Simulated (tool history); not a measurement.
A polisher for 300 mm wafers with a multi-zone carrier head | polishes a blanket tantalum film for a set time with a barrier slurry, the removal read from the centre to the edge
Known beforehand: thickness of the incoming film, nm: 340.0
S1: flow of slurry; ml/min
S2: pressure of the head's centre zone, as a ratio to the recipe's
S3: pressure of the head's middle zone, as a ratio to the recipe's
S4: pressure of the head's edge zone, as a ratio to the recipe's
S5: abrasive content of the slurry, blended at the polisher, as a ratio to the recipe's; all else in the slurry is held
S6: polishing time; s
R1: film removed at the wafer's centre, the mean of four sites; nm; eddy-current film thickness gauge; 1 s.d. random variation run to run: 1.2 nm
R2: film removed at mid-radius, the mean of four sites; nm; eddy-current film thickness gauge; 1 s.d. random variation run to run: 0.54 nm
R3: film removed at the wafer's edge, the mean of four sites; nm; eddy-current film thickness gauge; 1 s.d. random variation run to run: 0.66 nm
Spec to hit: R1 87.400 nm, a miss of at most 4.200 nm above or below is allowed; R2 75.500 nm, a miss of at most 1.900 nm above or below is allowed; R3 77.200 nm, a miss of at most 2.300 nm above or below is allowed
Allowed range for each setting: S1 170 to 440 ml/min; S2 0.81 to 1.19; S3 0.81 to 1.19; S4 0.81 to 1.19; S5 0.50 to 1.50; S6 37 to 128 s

| run | hour | S1 | S2 | S3 | S4 | S5 | S6 | R1 | R2 | R3 |
|---|---|---|---|---|---|---|---|---|---|---|
| 1 | 0.0 | 280 | 1.00 | 1.00 | 1.00 | 1.00 | 82 | 94.235 | 95.506 | 94.045 |
| 2 | 3.5 | 275 | 1.01 | 0.97 | 0.97 | 0.95 | 82 | 95.302 | 92.226 | 94.023 |
| 3 | 5.2 | 280 | 1.03 | 0.97 | 0.96 | 0.85 | 80 | 94.062 | 88.333 | 88.692 |
| 4 | 12.9 | 280 | 1.03 | 0.96 | 0.95 | 0.80 | 79 | 89.109 | 84.855 | 86.254 |
| 5 | 16.0 | 280 | 1.09 | 0.96 | 0.95 | 0.80 | 79 | 93.727 | 85.922 | 86.013 |
| 6 | 20.3 | 280 | 1.01 | 0.96 | 0.95 | 0.80 | 79 | 87.467 | 85.139 | 87.111 |
| 7 | 26.5 | 280 | 1.03 | 0.95 | 0.94 | 0.75 | 79 | 89.484 | 84.402 | 84.991 |
| 8 | 29.7 | 280 | 1.03 | 0.95 | 0.94 | 0.75 | 79 | 90.681 | 82.829 | 84.144 |

Which one of the following 4 next-run settings gets every result inside its allowed miss? There is exactly one.
| A | 32.9 | 285 | 1.18 | 0.92 | 0.82 | 0.55 | 78 | ? | ? | ? |
| B | 32.9 | 225 | 1.07 | 0.90 | 0.87 | 0.70 | 77 | ? | ? | ? |
| C | 32.9 | 285 | 1.05 | 0.82 | 1.04 | 0.95 | 72 | ? | ? | ? |
| D | 32.9 | 245 | 0.95 | 0.93 | 0.93 | 0.90 | 76 | ? | ? | ? |

| move | R1 | R2 | R3 |
|---|---|---|---|
| A | 95.842 | 76.773 | 75.735 |
| B | 87.111 | 75.858 | 78.587 |
| C | 86.601 | 71.036 | 85.755 |
| D | 80.594 | 81.254 | 84.085 |
A: gets the furthest-off result to its target, but another result is out of tolerance
B: each result inside its tolerance
C: carries the result that was furthest off beyond its target, to the other side
D: closes in on the targets versus the last run, not all within tolerance yet
Answer: B

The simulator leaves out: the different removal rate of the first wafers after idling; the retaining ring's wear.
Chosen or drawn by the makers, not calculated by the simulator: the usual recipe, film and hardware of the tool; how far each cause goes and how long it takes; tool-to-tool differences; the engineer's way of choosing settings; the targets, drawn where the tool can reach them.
